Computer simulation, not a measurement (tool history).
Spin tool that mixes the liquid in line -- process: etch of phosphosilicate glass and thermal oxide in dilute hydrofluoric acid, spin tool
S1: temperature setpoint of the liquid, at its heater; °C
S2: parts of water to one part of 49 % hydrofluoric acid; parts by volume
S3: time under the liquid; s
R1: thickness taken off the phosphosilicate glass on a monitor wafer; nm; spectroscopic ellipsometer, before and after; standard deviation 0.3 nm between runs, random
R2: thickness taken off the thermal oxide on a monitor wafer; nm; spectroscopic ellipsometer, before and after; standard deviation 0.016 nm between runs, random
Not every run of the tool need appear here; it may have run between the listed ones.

run 1 hour=0.0 | S1=25.0 S2=55 S3=30 | R1=58.494 R2=2.6817
run 2 hour=7.3 | S1=25.0 S2=55 S3=15 | R1=29.234 R2=1.3744
run 3 hour=15.8 | S1=25.0 S2=55 S3=15 | R1=29.222 R2=1.3523
run 4 hour=23.3 | S1=25.5 S2=55 S3=15 | R1=30.314 R2=1.3707
run 5 hour=27.0 | S1=25.5 S2=55 S3=15 | R1=29.857 R2=1.3484
run 6 hour=28.1 | S1=25.5 S2=55 S3=15 | R1=29.912 R2=1.3850
run 7 hour=32.2 | S1=26.0 S2=55 S3=15 | R1=30.763 R2=1.4047

Expected results for the next run?
run 8 hour=33.2 | S1=26.5 S2=55 S3=15 | R1=? R2=?

Logged for run 8: R1 31.308 nm, R2 1.4512 nm.
